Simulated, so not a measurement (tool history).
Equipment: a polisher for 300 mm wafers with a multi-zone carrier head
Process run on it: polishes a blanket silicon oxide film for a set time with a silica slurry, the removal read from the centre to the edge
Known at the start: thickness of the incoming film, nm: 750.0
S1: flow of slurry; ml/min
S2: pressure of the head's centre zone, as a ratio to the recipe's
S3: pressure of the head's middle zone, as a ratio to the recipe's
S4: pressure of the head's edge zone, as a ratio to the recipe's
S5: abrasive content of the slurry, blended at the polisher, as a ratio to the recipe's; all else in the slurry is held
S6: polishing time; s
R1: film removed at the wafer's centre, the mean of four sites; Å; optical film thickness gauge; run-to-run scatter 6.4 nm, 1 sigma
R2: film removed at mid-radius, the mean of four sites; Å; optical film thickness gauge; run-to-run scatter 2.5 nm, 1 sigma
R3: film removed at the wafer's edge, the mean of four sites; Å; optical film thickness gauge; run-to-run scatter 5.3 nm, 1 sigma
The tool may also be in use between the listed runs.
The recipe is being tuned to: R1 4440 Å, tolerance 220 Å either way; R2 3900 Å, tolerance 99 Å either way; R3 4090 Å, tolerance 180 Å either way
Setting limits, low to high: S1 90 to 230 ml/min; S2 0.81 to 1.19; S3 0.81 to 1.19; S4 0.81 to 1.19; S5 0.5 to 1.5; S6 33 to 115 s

Run 1, hour 0: S1 150 ml/min, S2 1, S3 1, S4 1, S5 1, S6 73 s. Result: R1 3112.2 Å, R2 3010 Å, R3 3136.1 Å.
Run 2, hour 3.6: S1 150 ml/min, S2 1, S3 1, S4 1, S5 1, S6 58 s. Result: R1 2453.2 Å, R2 2401.7 Å, R3 2453.9 Å.
Run 3, hour 10.3: S1 150 ml/min, S2 1, S3 1, S4 1, S5 1.2, S6 58 s. Result: R1 2637.6 Å, R2 2622.3 Å, R3 2666.1 Å.
Run 4, hour 14.1: S1 150 ml/min, S2 1, S3 1, S4 0.95, S5 1.2, S6 58 s. Result: R1 2667.3 Å, R2 2604 Å, R3 2561.5 Å.
Run 5, hour 18.1: S1 150 ml/min, S2 1, S3 1, S4 0.95, S5 1.1, S6 58 s. Result: R1 2505.1 Å, R2 2547.8 Å, R3 2457.5 Å.
Run 6, hour 20.7: S1 150 ml/min, S2 1, S3 1, S4 0.95, S5 1.25, S6 58 s. Result: R1 2646.7 Å, R2 2671.9 Å, R3 2634.2 Å.
Run 7, hour 21.5: S1 165 ml/min, S2 1.05, S3 1.03, S4 1.01, S5 1.35, S6 61 s. Result: R1 3058.8 Å, R2 2986.9 Å, R3 2996.7 Å.
Run 8, hour 28.2: S1 175 ml/min, S2 1.09, S3 1.04, S4 1.04, S5 1.4, S6 65 s. Result: R1 3531.4 Å, R2 3265.8 Å, R3 3314.4 Å.
Run 9, hour 30.5: S1 175 ml/min, S2 1.09, S3 1.04, S4 1.04, S5 1.4, S6 65 s. Result: R1 3478.4 Å, R2 3249 Å, R3 3294.5 Å.
Run 10, hour 36.7: S1 185 ml/min, S2 1.12, S3 1.06, S4 1.07, S5 1.45, S6 67 s. Result: R1 3785.4 Å, R2 3473.2 Å, R3 3574.3 Å.
Run 11, hour 39.2: S1 195 ml/min, S2 1.14, S3 1.07, S4 1.09, S5 1.45, S6 68 s. Result: R1 3880.4 Å, R2 3622.4 Å, R3 3685.6 Å.

Consider the 4 candidate settings below. Which is the only one whose results all fall within their allowed miss of target?
Run A, hour 41.7: S1 230 ml/min, S2 1.19, S3 1.13, S4 0.92, S5 1.25, S6 74 s. Result: R1 ?, R2 ?, R3 ?.
Run B, hour 41.7: S1 160 ml/min, S2 0.96, S3 0.92, S4 1.19, S5 1.35, S6 74 s. Result: R1 ?, R2 ?, R3 ?.
Run C, hour 41.7: S1 140 ml/min, S2 1.17, S3 1.04, S4 1.1, S5 1.5, S6 78 s. Result: R1 ?, R2 ?, R3 ?.
Run D, hour 41.7: S1 225 ml/min, S2 0.96, S3 0.83, S4 1.19, S5 1.5, S6 74 s. Result: R1 ?, R2 ?, R3 ?.

move      R1      R2      R3
   A  4277.1    3937  3469.1
   B  3455.3  3260.7  3938.5
   C  4425.2  3884.5  4082.5
   D  3765.4  3249.4  4229.6
A: gets the furthest-off result to its target, but another result is out of tolerance
B: further off than the last run
C: all results in spec
D: further off than the last run
C meets every target.

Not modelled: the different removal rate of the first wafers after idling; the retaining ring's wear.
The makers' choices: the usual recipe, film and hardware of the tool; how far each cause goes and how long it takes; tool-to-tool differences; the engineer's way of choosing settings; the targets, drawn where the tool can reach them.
